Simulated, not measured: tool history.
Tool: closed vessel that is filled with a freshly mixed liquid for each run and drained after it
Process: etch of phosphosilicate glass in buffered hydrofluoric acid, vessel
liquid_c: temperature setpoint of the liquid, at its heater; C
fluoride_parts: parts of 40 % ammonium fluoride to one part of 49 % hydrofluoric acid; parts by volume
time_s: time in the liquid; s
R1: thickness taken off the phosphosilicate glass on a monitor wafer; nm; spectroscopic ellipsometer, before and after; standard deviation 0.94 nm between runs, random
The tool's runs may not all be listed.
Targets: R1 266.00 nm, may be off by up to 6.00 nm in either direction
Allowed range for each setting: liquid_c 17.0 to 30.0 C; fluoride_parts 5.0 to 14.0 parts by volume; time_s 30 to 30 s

{"run": 1, "day": 0.0, "liquid_c": 22.0, "fluoride_parts": 8.5, "time_s": 30, "R1": 139.41}
{"run": 2, "day": 0.35, "liquid_c": 22.0, "fluoride_parts": 8.5, "time_s": 30, "R1": 139.96}
{"run": 3, "day": 0.675, "liquid_c": 22.0, "fluoride_parts": 10.0, "time_s": 30, "R1": 123.16}
{"run": 4, "day": 0.971, "liquid_c": 22.0, "fluoride_parts": 10.0, "time_s": 30, "R1": 122.2}
{"run": 5, "day": 1.025, "liquid_c": 24.0, "fluoride_parts": 10.0, "time_s": 30, "R1": 137.09}
{"run": 6, "day": 1.379, "liquid_c": 26.0, "fluoride_parts": 9.0, "time_s": 30, "R1": 163.74}
{"run": 7, "day": 1.471, "liquid_c": 27.5, "fluoride_parts": 8.0, "time_s": 30, "R1": 199.84}
{"run": 8, "day": 1.842, "liquid_c": 28.5, "fluoride_parts": 7.5, "time_s": 30, "R1": 227.08}
{"run": 9, "day": 1.979, "liquid_c": 29.0, "fluoride_parts": 7.5, "time_s": 30, "R1": 234.53}
{"run": 10, "day": 2.283, "liquid_c": 29.5, "fluoride_parts": 7.5, "time_s": 30, "R1": 240.53}

Of the 5 settings listed for the next run, only one would bring every result within its allowed miss of target. Which one?
{"run": "A", "day": 2.588, "liquid_c": 27.0, "fluoride_parts": 5.5, "time_s": 30, "R1": "?"}
{"run": "B", "day": 2.588, "liquid_c": 27.5, "fluoride_parts": 5.5, "time_s": 30, "R1": "?"}
{"run": "C", "day": 2.588, "liquid_c": 28.5, "fluoride_parts": 6.0, "time_s": 30, "R1": "?"}
{"run": "D", "day": 2.588, "liquid_c": 30.0, "fluoride_parts": 7.0, "time_s": 30, "R1": "?"}
{"run": "E", "day": 2.588, "liquid_c": 30.0, "fluoride_parts": 6.5, "time_s": 30, "R1": "?"}

move=A R1=276.24
move=B R1=283.69
move=C R1=277.90
move=D R1=263.16
move=E R1=280.61
A: pushes the last run's worst result past its target
B: pushes the last run's worst result past its target
C: pushes the last run's worst result past its target
D: hits every target within its allowed miss
E: pushes the last run's worst result past its target
Answer: D
